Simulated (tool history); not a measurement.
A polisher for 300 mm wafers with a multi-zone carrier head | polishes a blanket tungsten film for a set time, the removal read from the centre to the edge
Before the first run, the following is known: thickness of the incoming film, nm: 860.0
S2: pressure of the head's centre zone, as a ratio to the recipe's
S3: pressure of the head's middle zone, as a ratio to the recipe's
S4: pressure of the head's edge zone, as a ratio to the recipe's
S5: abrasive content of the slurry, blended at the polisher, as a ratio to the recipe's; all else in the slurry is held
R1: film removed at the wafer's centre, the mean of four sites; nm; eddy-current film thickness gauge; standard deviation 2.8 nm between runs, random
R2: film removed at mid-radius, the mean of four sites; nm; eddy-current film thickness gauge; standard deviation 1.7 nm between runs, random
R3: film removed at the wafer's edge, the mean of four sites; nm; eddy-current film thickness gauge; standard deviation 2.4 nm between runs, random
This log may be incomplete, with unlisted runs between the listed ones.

Run 1, day 0.000: flow of slurry (ml/min) 270, S2 1.00, S3 1.00, S4 1.00, S5 1.00, polishing time (s) 49. Result: R1 256.80 nm, R2 258.69 nm, R3 242.76 nm.
Run 2, day 0.183: flow of slurry (ml/min) 235, S2 1.00, S3 1.00, S4 1.00, S5 1.00, polishing time (s) 49. Result: R1 255.39 nm, R2 256.97 nm, R3 245.39 nm.
Run 3, day 0.425: flow of slurry (ml/min) 190, S2 1.00, S3 1.00, S4 1.00, S5 1.00, polishing time (s) 49. Result: R1 248.46 nm, R2 247.49 nm, R3 235.08 nm.
Run 4, day 0.696: flow of slurry (ml/min) 190, S2 1.00, S3 1.00, S4 1.00, S5 1.00, polishing time (s) 59. Result: R1 295.88 nm, R2 297.52 nm, R3 284.28 nm.
Run 5, day 1.062: flow of slurry (ml/min) 190, S2 1.00, S3 1.00, S4 1.03, S5 1.00, polishing time (s) 59. Result: R1 284.39 nm, R2 299.34 nm, R3 286.81 nm.
Run 6, day 1.292: flow of slurry (ml/min) 195, S2 1.00, S3 1.02, S4 0.98, S5 0.90, polishing time (s) 54. Result: R1 267.28 nm, R2 270.38 nm, R3 250.52 nm.
Run 7, day 1.325: flow of slurry (ml/min) 195, S2 1.00, S3 1.03, S4 0.94, S5 0.80, polishing time (s) 50. Result: R1 240.26 nm, R2 246.59 nm, R3 226.29 nm.
Run 8, day 1.496: flow of slurry (ml/min) 245, S2 1.10, S3 1.12, S4 0.84, S5 0.55, polishing time (s) 36. Result: R1 181.38 nm, R2 182.20 nm, R3 143.78 nm.
Run 9, day 1.692: flow of slurry (ml/min) 250, S2 1.12, S3 1.12, S4 0.88, S5 0.60, polishing time (s) 36. Result: R1 191.42 nm, R2 185.66 nm, R3 149.36 nm.

Run 10 is up next; what results do you expect?
Run 10, day 2.025: flow of slurry (ml/min) 255, S2 1.13, S3 1.13, S4 0.91, S5 0.65, polishing time (s) 36. Result: R1 ?, R2 ?, R3 ?.

R1: 191.96 nm
R2: 193.38 nm
R3: 155.67 nm
